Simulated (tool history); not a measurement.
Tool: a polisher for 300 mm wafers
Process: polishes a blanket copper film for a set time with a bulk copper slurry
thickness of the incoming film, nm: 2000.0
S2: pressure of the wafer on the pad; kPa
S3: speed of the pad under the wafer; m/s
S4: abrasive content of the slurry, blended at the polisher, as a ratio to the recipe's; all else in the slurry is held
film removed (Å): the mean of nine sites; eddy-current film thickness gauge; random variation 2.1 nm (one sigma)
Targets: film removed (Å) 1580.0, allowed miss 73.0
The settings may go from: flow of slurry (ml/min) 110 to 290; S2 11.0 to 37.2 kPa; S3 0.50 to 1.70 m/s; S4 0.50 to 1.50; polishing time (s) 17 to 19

Run 1, hour 0.0: flow of slurry (ml/min) 185, S2 24.1 kPa, S3 1.10 m/s, S4 1.00, polishing time (s) 19. Result: film removed (Å) 2584.1.
Run 2, hour 5.3: flow of slurry (ml/min) 185, S2 20.7 kPa, S3 1.10 m/s, S4 1.00, polishing time (s) 19. Result: film removed (Å) 2257.6.
Run 3, hour 7.6: flow of slurry (ml/min) 185, S2 20.7 kPa, S3 1.10 m/s, S4 1.00, polishing time (s) 19. Result: film removed (Å) 2250.3.
Run 4, hour 12.7: flow of slurry (ml/min) 185, S2 24.1 kPa, S3 1.10 m/s, S4 1.00, polishing time (s) 19. Result: film removed (Å) 2594.7.
Run 5, hour 17.0: flow of slurry (ml/min) 185, S2 24.1 kPa, S3 1.36 m/s, S4 1.00, polishing time (s) 19. Result: film removed (Å) 3238.4.
Run 6, hour 17.6: flow of slurry (ml/min) 185, S2 24.1 kPa, S3 1.36 m/s, S4 1.00, polishing time (s) 17. Result: film removed (Å) 2860.6.
Run 7, hour 22.8: flow of slurry (ml/min) 185, S2 22.8 kPa, S3 1.34 m/s, S4 1.00, polishing time (s) 17. Result: film removed (Å) 2621.3.
Run 8, hour 25.8: flow of slurry (ml/min) 185, S2 21.4 kPa, S3 1.34 m/s, S4 1.00, polishing time (s) 17. Result: film removed (Å) 2518.3.
Run 9, hour 33.0: flow of slurry (ml/min) 185, S2 20.0 kPa, S3 1.34 m/s, S4 1.00, polishing time (s) 17. Result: film removed (Å) 2412.2.
Run 10, hour 36.5: flow of slurry (ml/min) 185, S2 18.6 kPa, S3 1.34 m/s, S4 1.00, polishing time (s) 17. Result: film removed (Å) 2231.7.
Run 11, hour 39.2: flow of slurry (ml/min) 185, S2 17.9 kPa, S3 1.34 m/s, S4 1.00, polishing time (s) 17. Result: film removed (Å) 2079.0.
Run 12, hour 46.6: flow of slurry (ml/min) 180, S2 11.7 kPa, S3 1.32 m/s, S4 1.00, polishing time (s) 17. Result: film removed (Å) 1410.2.
Run 13, hour 55.3: flow of slurry (ml/min) 185, S2 11.7 kPa, S3 1.32 m/s, S4 1.00, polishing time (s) 17. Result: film removed (Å) 1403.5.

Which of these 4 next moves meets every target?
Run A, hour 64.0: flow of slurry (ml/min) 200, S2 14.5 kPa, S3 1.28 m/s, S4 0.95, polishing time (s) 18. Result: film removed (Å) ?.
Run B, hour 64.0: flow of slurry (ml/min) 190, S2 13.1 kPa, S3 1.30 m/s, S4 1.05, polishing time (s) 19. Result: film removed (Å) ?.
Run C, hour 64.0: flow of slurry (ml/min) 190, S2 12.4 kPa, S3 1.22 m/s, S4 1.05, polishing time (s) 19. Result: film removed (Å) ?.
Run D, hour 64.0: flow of slurry (ml/min) 190, S2 13.8 kPa, S3 1.34 m/s, S4 1.00, polishing time (s) 18. Result: film removed (Å) ?.

move  film removed (Å)
   A            1735.0
   B            1717.8
   C            1534.4
   D            1739.9
A: takes the result that was furthest off past its target
B: takes the result that was furthest off past its target
C: meets every target
D: takes the result that was furthest off past its target
Move C is the one to make.
